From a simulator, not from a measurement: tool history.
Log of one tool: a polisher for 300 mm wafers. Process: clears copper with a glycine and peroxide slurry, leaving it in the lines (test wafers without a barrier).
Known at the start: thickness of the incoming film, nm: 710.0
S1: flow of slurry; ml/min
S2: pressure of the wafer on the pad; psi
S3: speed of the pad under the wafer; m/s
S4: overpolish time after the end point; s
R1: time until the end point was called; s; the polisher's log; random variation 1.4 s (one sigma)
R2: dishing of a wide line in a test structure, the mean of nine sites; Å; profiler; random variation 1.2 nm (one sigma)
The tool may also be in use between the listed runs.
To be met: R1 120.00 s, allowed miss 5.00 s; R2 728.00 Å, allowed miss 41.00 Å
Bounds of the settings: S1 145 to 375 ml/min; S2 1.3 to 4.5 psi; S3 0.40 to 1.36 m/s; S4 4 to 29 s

run,hour,S1,S2,S3,S4,R1,R2
1,0.0,240,2.9,0.88,15,126.11,501.90
2,5.0,240,2.9,0.88,16,123.49,537.20
3,9.4,240,2.9,0.88,12,125.65,405.84
4,18.2,240,2.9,0.78,12,137.95,385.75
5,24.6,240,3.0,0.78,13,135.21,420.14
6,25.6,240,3.1,0.78,14,133.91,469.60
7,33.5,240,3.2,0.78,14,127.22,463.97
8,34.0,240,3.2,0.78,15,127.05,501.49

4 next moves are on the table. One of them brings every result within its allowed miss. Which?
A,34.5,280,3.5,0.64,10,?,?
B,34.5,225,4.3,0.54,11,?,?
C,34.5,195,3.3,0.84,23,?,?
D,34.5,200,3.0,0.74,13,?,?

move,R1,R2
A,137.13,333.43
B,134.36,370.22
C,119.87,711.10
D,141.83,404.12
A: further off than the last run
B: further off than the last run
C: meets every target
D: further off than the last run
Answer: C

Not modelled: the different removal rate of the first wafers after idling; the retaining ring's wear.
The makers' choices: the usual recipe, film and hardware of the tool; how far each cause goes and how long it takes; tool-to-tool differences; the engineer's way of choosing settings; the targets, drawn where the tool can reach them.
